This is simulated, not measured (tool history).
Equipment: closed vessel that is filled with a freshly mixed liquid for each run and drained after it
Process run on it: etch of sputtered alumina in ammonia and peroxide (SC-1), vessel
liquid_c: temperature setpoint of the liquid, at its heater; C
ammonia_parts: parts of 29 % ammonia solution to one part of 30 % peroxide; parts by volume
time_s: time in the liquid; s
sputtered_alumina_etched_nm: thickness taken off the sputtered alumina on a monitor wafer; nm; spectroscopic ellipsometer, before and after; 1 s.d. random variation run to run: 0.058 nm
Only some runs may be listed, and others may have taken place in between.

run 1 hour=0 | liquid_c=50 ammonia_parts=0.95 time_s=225 | sputtered_alumina_etched_nm=12.87
run 2 hour=1.7 | liquid_c=50 ammonia_parts=0.8 time_s=225 | sputtered_alumina_etched_nm=12.535
run 3 hour=10.6 | liquid_c=49 ammonia_parts=0.8 time_s=225 | sputtered_alumina_etched_nm=11.853
run 4 hour=13.1 | liquid_c=53.5 ammonia_parts=0.8 time_s=225 | sputtered_alumina_etched_nm=15.332
run 5 hour=17.5 | liquid_c=51.5 ammonia_parts=0.8 time_s=225 | sputtered_alumina_etched_nm=13.715
run 6 hour=18.9 | liquid_c=50 ammonia_parts=0.8 time_s=225 | sputtered_alumina_etched_nm=12.578
run 7 hour=23.3 | liquid_c=49 ammonia_parts=0.8 time_s=225 | sputtered_alumina_etched_nm=11.866
run 8 hour=29.8 | liquid_c=48 ammonia_parts=0.8 time_s=225 | sputtered_alumina_etched_nm=11.319

For run 9, what comes out?
run 9 hour=38.2 | liquid_c=47.5 ammonia_parts=0.8 time_s=225 | sputtered_alumina_etched_nm=?

{"run 9": {"sputtered_alumina_etched_nm": 11.045}}
